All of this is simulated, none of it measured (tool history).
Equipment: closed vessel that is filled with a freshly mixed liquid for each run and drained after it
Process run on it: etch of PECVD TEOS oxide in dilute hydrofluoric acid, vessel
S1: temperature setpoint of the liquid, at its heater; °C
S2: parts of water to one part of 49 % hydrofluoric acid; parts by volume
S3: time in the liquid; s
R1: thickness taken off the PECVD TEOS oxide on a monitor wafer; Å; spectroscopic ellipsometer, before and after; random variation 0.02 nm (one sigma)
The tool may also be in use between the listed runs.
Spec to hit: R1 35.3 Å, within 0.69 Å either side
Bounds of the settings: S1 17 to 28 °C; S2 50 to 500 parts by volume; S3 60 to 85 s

Run 1, day 0: S1 20 °C, S2 275 parts by volume, S3 85 s. Result: R1 40.735 Å.
Run 2, day 0.379: S1 20 °C, S2 225 parts by volume, S3 85 s. Result: R1 52.226 Å.
Run 3, day 0.733: S1 19.5 °C, S2 235 parts by volume, S3 85 s. Result: R1 48.501 Å.
Run 4, day 1.004: S1 21 °C, S2 235 parts by volume, S3 85 s. Result: R1 51.937 Å.
Run 5, day 1.246: S1 24.5 °C, S2 235 parts by volume, S3 85 s. Result: R1 58.268 Å.
Run 6, day 1.308: S1 23.5 °C, S2 245 parts by volume, S3 85 s. Result: R1 53.334 Å.
Run 7, day 1.696: S1 22.5 °C, S2 250 parts by volume, S3 85 s. Result: R1 50.414 Å.
Run 8, day 1.788: S1 21.5 °C, S2 255 parts by volume, S3 85 s. Result: R1 46.921 Å.
Run 9, day 2.054: S1 21 °C, S2 260 parts by volume, S3 85 s. Result: R1 44.999 Å.
Run 10, day 2.321: S1 21 °C, S2 260 parts by volume, S3 85 s. Result: R1 45.066 Å.
Run 11, day 2.675: S1 20.5 °C, S2 265 parts by volume, S3 85 s. Result: R1 43.389 Å.
Run 12, day 2.767: S1 20 °C, S2 270 parts by volume, S3 85 s. Result: R1 41.449 Å.

Which of these 4 next moves meets every target?
Run A, day 2.858: S1 21.5 °C, S2 305 parts by volume, S3 85 s. Result: R1 ?.
Run B, day 2.858: S1 20.5 °C, S2 310 parts by volume, S3 85 s. Result: R1 ?.
Run C, day 2.858: S1 17.5 °C, S2 285 parts by volume, S3 80 s. Result: R1 ?.
Run D, day 2.858: S1 20 °C, S2 225 parts by volume, S3 60 s. Result: R1 ?.

move      R1
   A  37.917
   B  35.827
   C  33.549
   D      37
A: an improvement on the last run, though not all results are within tolerance
B: every result lands within tolerance
C: pushes the last run's worst result past its target
D: an improvement on the last run, though not all results are within tolerance
Correct choice: B, which meets every target
